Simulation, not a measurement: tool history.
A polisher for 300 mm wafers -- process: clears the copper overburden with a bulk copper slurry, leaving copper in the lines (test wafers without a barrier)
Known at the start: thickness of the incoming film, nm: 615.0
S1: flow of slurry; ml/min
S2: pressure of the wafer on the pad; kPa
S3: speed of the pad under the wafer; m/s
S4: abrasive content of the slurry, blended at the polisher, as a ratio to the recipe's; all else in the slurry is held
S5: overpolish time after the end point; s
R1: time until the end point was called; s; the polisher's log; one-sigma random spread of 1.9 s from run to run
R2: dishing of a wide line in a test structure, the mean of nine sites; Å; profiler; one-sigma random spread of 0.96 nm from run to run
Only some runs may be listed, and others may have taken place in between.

run,hour,S1,S2,S3,S4,S5,R1,R2
1,0,250,12.4,1.42,1,19,82.022,531.23
2,1.5,250,15.2,1.42,1,19,65.93,610.68
3,2.6,200,15.2,1.42,1,19,68.418,617.12
4,10.6,200,15.2,1.26,1,19,76.087,573.31
5,14.3,200,17.2,1.26,1,19,67.246,614.05
6,16.3,200,19.3,1.26,1,19,58.995,614.81

Estimate the outcome of run 7 from the log above:
7,18.8,190,15.9,0.86,0.95,10,?,?

{"run 7": {"R1": 104.59, "R2": 354.28}}
